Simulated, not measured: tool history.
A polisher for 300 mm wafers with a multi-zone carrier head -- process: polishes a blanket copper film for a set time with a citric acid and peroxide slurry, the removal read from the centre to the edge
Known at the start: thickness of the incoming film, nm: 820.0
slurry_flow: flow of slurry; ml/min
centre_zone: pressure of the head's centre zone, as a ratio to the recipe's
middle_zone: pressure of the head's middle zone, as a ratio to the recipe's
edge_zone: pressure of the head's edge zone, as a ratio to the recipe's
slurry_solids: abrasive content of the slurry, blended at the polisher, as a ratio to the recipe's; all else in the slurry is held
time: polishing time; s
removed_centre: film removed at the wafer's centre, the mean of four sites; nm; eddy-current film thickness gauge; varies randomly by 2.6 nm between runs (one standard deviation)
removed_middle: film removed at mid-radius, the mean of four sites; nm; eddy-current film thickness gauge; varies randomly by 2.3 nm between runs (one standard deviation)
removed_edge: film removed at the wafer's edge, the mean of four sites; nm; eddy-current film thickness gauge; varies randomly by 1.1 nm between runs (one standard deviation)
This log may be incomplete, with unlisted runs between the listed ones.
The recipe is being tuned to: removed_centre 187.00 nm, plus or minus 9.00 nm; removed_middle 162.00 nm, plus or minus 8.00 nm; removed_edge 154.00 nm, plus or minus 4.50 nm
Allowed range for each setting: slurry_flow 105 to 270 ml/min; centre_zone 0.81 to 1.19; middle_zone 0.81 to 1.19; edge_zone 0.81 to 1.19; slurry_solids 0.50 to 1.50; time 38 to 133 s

run  hour  slurry_flow  centre_zone  middle_zone  edge_zone  slurry_solids  time  removed_centre  removed_middle  removed_edge
  1   0.0          175         1.00         1.00       1.00           1.00    85          257.24          253.53        249.66
  2   1.8          175         1.01         1.00       0.98           0.95    82          234.86          236.79        236.85
  3  10.1          150         1.01         1.00       0.98           0.95    82          235.75          231.79        233.49
  4  18.7          120         1.01         1.00       0.98           0.95    82          214.27          223.11        224.90
  5  23.5          120         1.01         1.00       0.98           0.95    98          260.34          261.47        265.89
  6  27.3          120         1.01         1.00       0.98           0.95   113          306.85          296.06        309.07
  7  32.6          125         1.03         1.00       0.97           0.90   107          294.47          281.96        289.13
  8  33.7          130         1.05         1.00       0.96           0.85   101          278.60          265.52        267.83
  9  39.8          135         1.06         0.99       0.95           0.80    96          267.65          249.45        250.89
 10  44.7          140         1.07         0.99       0.94           0.75    92          246.57          231.08        233.73
 11  49.6          145         1.08         0.99       0.93           0.70    89          241.27          219.83        221.14
     50.4  -- edge zone pressure recalibrated
 12  50.4          145         1.09         0.99       0.92           0.70    87          239.08          221.25        213.48
 13  55.6          145         1.09         0.99       0.92           0.70    87          237.87          219.61        209.29
 14  64.0          145         1.12         0.95       0.84           0.50    64          155.64          136.79        127.68
 15  69.9          155         1.12         0.95       0.85           0.50    64          158.78          136.17        129.49
 16  73.5          160         1.12         0.96       0.86           0.50    64          159.51          139.83        130.20
 17  81.3          210         1.18         0.98       0.96           0.75    66          221.98          178.89        173.78

Exactly one of the 5 candidate moves below puts every result within its allowed miss. Which one?
  A  89.1          165         1.19         1.07       1.01           0.95    54               ?               ?             ?
  B  89.1          205         1.19         0.95       1.01           0.60    66               ?               ?             ?
  C  89.1          170         0.93         0.98       1.08           0.85    73               ?               ?             ?
  D  89.1          170         1.14         0.82       1.07           0.80    60               ?               ?             ?
  E  89.1          210         1.10         0.92       1.02           0.80    60               ?               ?             ?

move  removed_centre  removed_middle  removed_edge
   A          182.53          159.34        155.50
   B          196.33          159.13        165.17
   C          186.58          198.34        210.40
   D          184.21          144.24        168.80
   E          184.88          159.27        169.01
A: every result within its allowed miss
B: better than the last run, though not everything is in spec
C: its largest miss is bigger than the last run's
D: better than the last run, though not everything is in spec
E: better than the last run, though not everything is in spec
Move A is the one to make.
